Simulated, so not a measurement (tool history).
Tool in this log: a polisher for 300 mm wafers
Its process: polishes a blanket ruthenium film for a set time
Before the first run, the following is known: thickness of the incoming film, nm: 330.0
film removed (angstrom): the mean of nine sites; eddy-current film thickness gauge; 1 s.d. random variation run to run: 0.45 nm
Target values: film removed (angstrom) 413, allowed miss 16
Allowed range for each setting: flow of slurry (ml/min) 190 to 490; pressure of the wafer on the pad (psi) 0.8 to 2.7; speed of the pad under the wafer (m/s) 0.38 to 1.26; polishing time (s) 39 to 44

run,hour,flow of slurry (ml/min),pressure of the wafer on the pad (psi),speed of the pad under the wafer (m/s),polishing time (s),film removed (angstrom)
1,0,315,1.7,0.82,44,306.23
2,3.1,285,1.7,0.82,44,309.97
3,4.1,285,1.8,0.82,44,318.53
4,10.2,285,2.2,0.82,44,363.99
5,11.7,285,2.2,0.82,44,366.76
6,14,285,1.9,0.82,44,338.13
7,17,285,2,0.82,44,338.6
# hour 24.6: head pressure recalibrated
8,24.6,285,2.5,0.84,44,388.37

Pick the move, out of 4, that brings all results within their allowed miss; only one does.
A,32.2,235,2.5,0.92,44,?
B,32.2,235,2.6,0.88,40,?
C,32.2,295,2.7,0.84,42,?
D,32.2,255,2.7,0.84,41,?

move,film removed (angstrom)
A,412.32
B,369.55
C,391.03
D,375.98
A: meets every target
B: the biggest miss grows against the last run
C: better than the last run, though not everything is in spec
D: the biggest miss grows against the last run
Correct choice: A, which meets every target
